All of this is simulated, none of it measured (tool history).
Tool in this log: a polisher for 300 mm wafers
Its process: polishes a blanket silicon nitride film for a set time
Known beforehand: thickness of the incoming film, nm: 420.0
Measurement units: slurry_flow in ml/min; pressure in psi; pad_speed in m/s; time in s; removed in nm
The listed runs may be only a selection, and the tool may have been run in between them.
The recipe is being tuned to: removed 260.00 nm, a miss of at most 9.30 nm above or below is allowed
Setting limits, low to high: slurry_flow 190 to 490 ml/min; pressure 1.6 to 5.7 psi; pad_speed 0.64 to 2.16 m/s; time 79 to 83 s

run	hour	slurry_flow	pressure	pad_speed	time	removed
1	0.0	315	3.6	1.40	79	211.69
2	6.5	315	3.6	1.26	79	194.42
3	10.0	315	3.7	1.26	79	193.45
4	14.9	315	3.7	1.00	79	175.91
5	17.1	315	3.9	1.00	79	181.21
6	21.6	380	3.9	1.00	79	184.12
7	30.0	380	4.1	1.00	79	193.33
# hour 34.1: slurry nozzle cleaned
8	34.1	380	4.3	1.00	79	202.88
9	36.7	380	4.4	1.00	79	208.74

Exactly one of the 5 candidate moves below puts every result within its allowed miss. Which one?
A	39.3	435	4.9	1.12	83	?
B	39.3	460	5.1	0.90	83	?
C	39.3	310	5.7	1.12	83	?
D	39.3	400	4.0	0.66	79	?
E	39.3	340	3.4	0.82	79	?

move	removed
A	255.17
B	235.04
C	285.61
D	154.08
E	148.23
A: every result lands within tolerance
B: nearer the targets than the last run, but a result is still out of spec
C: pushes the last run's worst result past its target
D: its largest miss is bigger than the last run's
E: its largest miss is bigger than the last run's
The move that meets every target is A.
